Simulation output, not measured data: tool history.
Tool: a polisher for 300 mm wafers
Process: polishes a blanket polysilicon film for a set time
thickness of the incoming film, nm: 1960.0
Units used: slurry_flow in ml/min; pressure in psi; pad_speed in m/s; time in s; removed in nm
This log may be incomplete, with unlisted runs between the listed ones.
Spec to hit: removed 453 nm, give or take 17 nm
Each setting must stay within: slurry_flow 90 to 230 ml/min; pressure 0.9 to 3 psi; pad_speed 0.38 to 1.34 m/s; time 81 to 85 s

run  hour  slurry_flow  pressure  pad_speed  time  removed
  1     0          150       1.9       0.86    81   346.49
  2   1.6          150       1.6       0.86    81   307.68
  3   4.3          150       1.7       0.86    81   320.66
  4   6.6          150       1.8       0.86    81   332.62
  5  14.9          115       1.8       0.86    81   310.94
  6  23.5          120       1.9       0.86    81   335.31
  7  27.8          125       1.9       0.86    81   334.89
  8  34.3          130       1.9       0.86    81   335.57
  9  41.6          135         2       0.86    81   359.48
 10  47.3          135         2       0.86    81    354.8
 11  49.5          140         2       0.86    81      352
 12  54.2          140       2.5       0.88    81   429.19

Which single option among these 5 for the next run brings every result within its allowed miss of target? Just one does.
  A  58.9          150       2.6       0.88    85        ?
  B  58.9          100       2.8        0.9    85        ?
  C  58.9          135       2.2       1.08    82        ?
  D  58.9          105       2.9       0.84    83        ?
  E  58.9          125         3        0.9    81        ?

move  removed
   A   476.52
   B   481.81
   C    482.2
   D   457.45
   E   507.17
A: carries the result that was furthest off beyond its target, to the other side
B: carries the result that was furthest off beyond its target, to the other side
C: carries the result that was furthest off beyond its target, to the other side
D: all results land within tolerance of their targets
E: carries the result that was furthest off beyond its target, to the other side
So the answer is move D, the one that meets all the targets.

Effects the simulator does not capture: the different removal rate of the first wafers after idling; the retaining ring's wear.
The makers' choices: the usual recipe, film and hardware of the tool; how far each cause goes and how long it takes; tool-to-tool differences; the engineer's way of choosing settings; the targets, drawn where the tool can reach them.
